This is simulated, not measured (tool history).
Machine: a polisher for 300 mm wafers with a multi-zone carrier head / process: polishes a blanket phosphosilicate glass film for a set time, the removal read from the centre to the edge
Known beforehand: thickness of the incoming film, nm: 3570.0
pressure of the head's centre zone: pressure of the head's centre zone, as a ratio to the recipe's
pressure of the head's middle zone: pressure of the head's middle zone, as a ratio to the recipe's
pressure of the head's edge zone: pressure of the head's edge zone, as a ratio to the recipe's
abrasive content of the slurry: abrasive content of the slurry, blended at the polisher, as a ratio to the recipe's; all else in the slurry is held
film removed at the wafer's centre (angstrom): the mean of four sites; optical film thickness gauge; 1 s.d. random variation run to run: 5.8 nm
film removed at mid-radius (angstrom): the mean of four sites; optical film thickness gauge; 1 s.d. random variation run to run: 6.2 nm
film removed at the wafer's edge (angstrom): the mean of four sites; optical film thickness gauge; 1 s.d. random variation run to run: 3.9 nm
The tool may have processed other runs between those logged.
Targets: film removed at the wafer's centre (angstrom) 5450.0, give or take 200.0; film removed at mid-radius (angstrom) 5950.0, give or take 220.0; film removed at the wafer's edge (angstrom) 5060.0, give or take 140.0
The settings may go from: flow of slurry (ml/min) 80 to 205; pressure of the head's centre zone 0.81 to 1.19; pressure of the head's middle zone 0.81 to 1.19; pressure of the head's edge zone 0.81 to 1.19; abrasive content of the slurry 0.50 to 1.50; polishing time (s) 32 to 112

run  hour  flow of slurry (ml/min)  pressure of the head's centre zone  pressure of the head's middle zone  pressure of the head's edge zone  abrasive content of the slurry  polishing time (s)  film removed at the wafer's centre (angstrom)  film removed at mid-radius (angstrom)  film removed at the wafer's edge (angstrom)
  1   0.0                      135                                1.00                                1.00                              1.00                            1.00                  72                                         4785.5                                 5027.8                                       4890.9
  2   2.9                      150                                1.01                                1.03                              0.99                            1.00                  72                                         4934.1                                 5056.7                                       4883.3
  3  10.1                      150                                1.02                                1.07                              0.97                            1.05                  72                                         4978.3                                 5400.7                                       4932.2
  4  12.6                      160                                1.03                                1.09                              0.97                            1.05                  72                                         5271.0                                 5476.5                                       4952.7
  5  15.8                      160                                1.00                                1.09                              0.97                            1.05                  72                                         4956.9                                 5521.9                                       4962.5
  6  20.5                      160                                1.00                                1.09                              0.97                            1.05                  88                                         6249.1                                 6629.8                                       6016.0
  7  22.2                      150                                1.00                                1.09                              0.93                            1.00                  88                                         5945.1                                 6676.1                                       5859.8
  8  29.2                      150                                1.02                                1.09                              0.91                            0.90                  88                                         5825.5                                 6252.5                                       5503.7
  9  30.1                      145                                1.02                                1.09                              0.89                            0.85                  88                                         5587.5                                 6105.7                                       5190.7
 10  36.6                      140                                1.02                                1.09                              0.89                            0.85                  88                                         5614.9                                 5993.2                                       5289.1
 11  40.6                      140                                1.02                                1.09                              0.87                            0.85                  88                                         5498.6                                 6041.2                                       5190.5

Which single option among these 5 for the next run brings every result within its allowed miss of target? Just one does.
  A  44.6                      160                                1.00                                1.09                              0.83                            1.30                  72                                              ?                                      ?                                            ?
  B  44.6                      140                                0.96                                1.11                              0.92                            0.80                  91                                              ?                                      ?                                            ?
  C  44.6                      175                                0.95                                1.10                              0.91                            0.80                  91                                              ?                                      ?                                            ?
  D  44.6                      130                                0.96                                0.94                              0.93                            0.80                  91                                              ?                                      ?                                            ?
  E  44.6                      115                                1.04                                0.97                              0.87                            0.80                  94                                              ?                                      ?                                            ?

move  film removed at the wafer's centre (angstrom)  film removed at mid-radius (angstrom)  film removed at the wafer's edge (angstrom)
   A                                         5483.8                                 6006.4                                       5037.3
   B                                         5329.0                                 6165.0                                       5393.9
   C                                         5499.1                                 6365.2                                       5512.6
   D                                         5242.0                                 5541.6                                       5376.5
   E                                         5708.4                                 5679.8                                       5293.7
A: all results in spec
B: further off than the last run
C: further off than the last run
D: further off than the last run
E: further off than the last run
The move that meets every target is A.
